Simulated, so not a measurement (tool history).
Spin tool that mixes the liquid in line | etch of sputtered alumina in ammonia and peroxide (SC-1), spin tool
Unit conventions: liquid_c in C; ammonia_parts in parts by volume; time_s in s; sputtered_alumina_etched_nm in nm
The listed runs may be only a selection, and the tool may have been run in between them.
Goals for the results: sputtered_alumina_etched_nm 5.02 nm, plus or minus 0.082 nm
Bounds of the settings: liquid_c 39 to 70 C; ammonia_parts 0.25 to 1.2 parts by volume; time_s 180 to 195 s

Run 1, hour 0: liquid_c 55 C, ammonia_parts 0.95 parts by volume, time_s 180 s. Result: sputtered_alumina_etched_nm 10.024 nm.
Run 2, hour 8.1: liquid_c 51 C, ammonia_parts 0.95 parts by volume, time_s 180 s. Result: sputtered_alumina_etched_nm 8.0676 nm.
Run 3, hour 9.9: liquid_c 51 C, ammonia_parts 0.85 parts by volume, time_s 180 s. Result: sputtered_alumina_etched_nm 8.0142 nm.
Run 4, hour 11.3: liquid_c 51 C, ammonia_parts 0.65 parts by volume, time_s 180 s. Result: sputtered_alumina_etched_nm 7.7718 nm.
Run 5, hour 18.1: liquid_c 48.5 C, ammonia_parts 0.65 parts by volume, time_s 180 s. Result: sputtered_alumina_etched_nm 6.8467 nm.
Run 6, hour 19: liquid_c 48.5 C, ammonia_parts 0.85 parts by volume, time_s 180 s. Result: sputtered_alumina_etched_nm 6.9941 nm.
Run 7, hour 21.6: liquid_c 46.5 C, ammonia_parts 0.85 parts by volume, time_s 180 s. Result: sputtered_alumina_etched_nm 6.2784 nm.
At hour 27: new drum of ammonia solution connected.
Run 8, hour 27: liquid_c 45 C, ammonia_parts 0.85 parts by volume, time_s 180 s. Result: sputtered_alumina_etched_nm 5.7417 nm.
Run 9, hour 31.7: liquid_c 44.5 C, ammonia_parts 0.85 parts by volume, time_s 180 s. Result: sputtered_alumina_etched_nm 5.5974 nm.
Run 10, hour 32.3: liquid_c 44 C, ammonia_parts 0.85 parts by volume, time_s 180 s. Result: sputtered_alumina_etched_nm 5.4572 nm.
Run 11, hour 37.6: liquid_c 42 C, ammonia_parts 0.85 parts by volume, time_s 180 s. Result: sputtered_alumina_etched_nm 4.8624 nm.

5 next moves are on the table. One of them brings every result within its allowed miss. Which?
Run A, hour 42.9: liquid_c 43.5 C, ammonia_parts 0.8 parts by volume, time_s 180 s. Result: sputtered_alumina_etched_nm ?.
Run B, hour 42.9: liquid_c 42.5 C, ammonia_parts 0.9 parts by volume, time_s 180 s. Result: sputtered_alumina_etched_nm ?.
Run C, hour 42.9: liquid_c 42 C, ammonia_parts 0.9 parts by volume, time_s 195 s. Result: sputtered_alumina_etched_nm ?.
Run D, hour 42.9: liquid_c 41.5 C, ammonia_parts 1 parts by volume, time_s 195 s. Result: sputtered_alumina_etched_nm ?.
Run E, hour 42.9: liquid_c 42 C, ammonia_parts 1 parts by volume, time_s 190 s. Result: sputtered_alumina_etched_nm ?.

move  sputtered_alumina_etched_nm
   A                       5.2931
   B                       5.0527
   C                       5.3172
   D                        5.217
   E                       5.2334
A: the result that was furthest off in the last run now lies on the other side of its target
B: every result lands within tolerance
C: the result that was furthest off in the last run now lies on the other side of its target
D: the result that was furthest off in the last run now lies on the other side of its target
E: the result that was furthest off in the last run now lies on the other side of its target
Move B is the one to make.
